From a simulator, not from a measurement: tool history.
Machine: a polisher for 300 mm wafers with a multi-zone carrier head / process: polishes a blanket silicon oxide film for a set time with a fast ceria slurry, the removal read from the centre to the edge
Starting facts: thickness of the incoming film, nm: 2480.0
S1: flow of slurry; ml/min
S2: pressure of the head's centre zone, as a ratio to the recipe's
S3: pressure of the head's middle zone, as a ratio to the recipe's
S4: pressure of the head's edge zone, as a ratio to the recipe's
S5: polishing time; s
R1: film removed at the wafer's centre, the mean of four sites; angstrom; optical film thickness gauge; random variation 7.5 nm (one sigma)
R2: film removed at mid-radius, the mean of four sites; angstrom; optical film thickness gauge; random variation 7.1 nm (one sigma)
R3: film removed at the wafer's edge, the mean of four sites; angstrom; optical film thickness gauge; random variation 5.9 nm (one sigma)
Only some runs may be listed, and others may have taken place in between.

{"run": 1, "hour": 0.0, "S1": 240, "S2": 1, "S3": 1, "S4": 1, "S5": 60, "R1": 6458.8, "R2": 7501.7, "R3": 7386.7}
{"run": 2, "hour": 8.9, "S1": 240, "S2": 1, "S3": 1, "S4": 1.05, "S5": 60, "R1": 6487.7, "R2": 7289.3, "R3": 7566.3}
{"run": 3, "hour": 17.3, "S1": 240, "S2": 1, "S3": 1.08, "S4": 1.05, "S5": 60, "R1": 6665.1, "R2": 8092.5, "R3": 7367.2}
{"run": 4, "hour": 23.7, "S1": 240, "S2": 1, "S3": 1.08, "S4": 1.05, "S5": 47, "R1": 5092.3, "R2": 6197.3, "R3": 5887.2}
{"run": 5, "hour": 30.2, "S1": 240, "S2": 1, "S3": 1.08, "S4": 1, "S5": 47, "R1": 5049.9, "R2": 6219.1, "R3": 5690.6}
{"run": 6, "hour": 34.9, "S1": 240, "S2": 1.07, "S3": 1.08, "S4": 1, "S5": 47, "R1": 5550.4, "R2": 6200.1, "R3": 5677.7}

Estimate the outcome of run 7 from the log above:
{"run": 7, "hour": 42.0, "S1": 245, "S2": 1.07, "S3": 1.05, "S4": 1.02, "S5": 47, "R1": "?", "R2": "?", "R3": "?"}

R1: 5480.9 angstrom
R2: 6015 angstrom
R3: 5861.5 angstrom

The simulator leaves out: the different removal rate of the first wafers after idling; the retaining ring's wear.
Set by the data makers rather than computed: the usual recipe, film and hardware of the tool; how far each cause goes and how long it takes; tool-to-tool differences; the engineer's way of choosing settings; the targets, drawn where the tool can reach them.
